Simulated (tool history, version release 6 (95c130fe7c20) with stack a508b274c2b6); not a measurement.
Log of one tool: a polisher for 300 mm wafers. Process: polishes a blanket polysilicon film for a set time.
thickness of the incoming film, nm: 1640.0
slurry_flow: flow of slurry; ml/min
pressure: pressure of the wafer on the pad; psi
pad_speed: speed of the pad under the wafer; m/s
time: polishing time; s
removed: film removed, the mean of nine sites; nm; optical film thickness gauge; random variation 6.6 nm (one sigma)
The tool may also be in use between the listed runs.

Run 1, hour 0.0: slurry_flow 230 ml/min, pressure 2.8 psi, pad_speed 1.20 m/s, time 76 s. Result: removed 785.19 nm.
Run 2, hour 7.8: slurry_flow 230 ml/min, pressure 2.8 psi, pad_speed 1.20 m/s, time 80 s. Result: removed 841.16 nm.
Run 3, hour 16.8: slurry_flow 230 ml/min, pressure 2.6 psi, pad_speed 1.20 m/s, time 80 s. Result: removed 771.84 nm.
Run 4, hour 22.1: slurry_flow 230 ml/min, pressure 2.6 psi, pad_speed 1.20 m/s, time 80 s. Result: removed 774.58 nm.
Run 5, hour 24.5: slurry_flow 270 ml/min, pressure 2.6 psi, pad_speed 1.20 m/s, time 80 s. Result: removed 791.91 nm.
Run 6, hour 26.3: slurry_flow 270 ml/min, pressure 2.5 psi, pad_speed 1.20 m/s, time 80 s. Result: removed 757.17 nm.
Run 7, hour 29.9: slurry_flow 265 ml/min, pressure 2.0 psi, pad_speed 1.20 m/s, time 80 s. Result: removed 612.29 nm.

Run 8 comes next. What will it give?
Run 8, hour 33.7: slurry_flow 265 ml/min, pressure 2.0 psi, pad_speed 1.20 m/s, time 80 s. Result: removed ?.

{"run 8": {"removed": 613.07}}
